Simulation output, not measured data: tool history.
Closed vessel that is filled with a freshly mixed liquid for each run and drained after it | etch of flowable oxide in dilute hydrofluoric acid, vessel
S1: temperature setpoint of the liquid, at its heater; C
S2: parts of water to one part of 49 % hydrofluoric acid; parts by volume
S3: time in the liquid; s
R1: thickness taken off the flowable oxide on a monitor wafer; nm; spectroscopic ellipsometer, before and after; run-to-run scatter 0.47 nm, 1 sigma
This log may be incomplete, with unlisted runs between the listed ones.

run	hour	S1	S2	S3	R1
1	0.0	25.0	110	95	32.688
2	5.8	23.0	110	95	29.810
3	14.0	26.0	100	95	37.701
4	15.0	26.0	70	95	55.944
5	15.7	27.0	70	95	57.912
6	17.0	27.0	105	95	36.874
7	17.8	29.0	95	95	44.225
8	25.1	30.0	90	95	49.633
9	27.9	31.0	85	95	54.956
10	29.0	31.5	85	95	55.254
11	29.8	33.0	75	95	67.608
12	31.3	32.5	75	95	65.759

For run 13, what comes out?
13	34.4	32.0	75	95	?

{"run 13": {"R1": 65.684}}
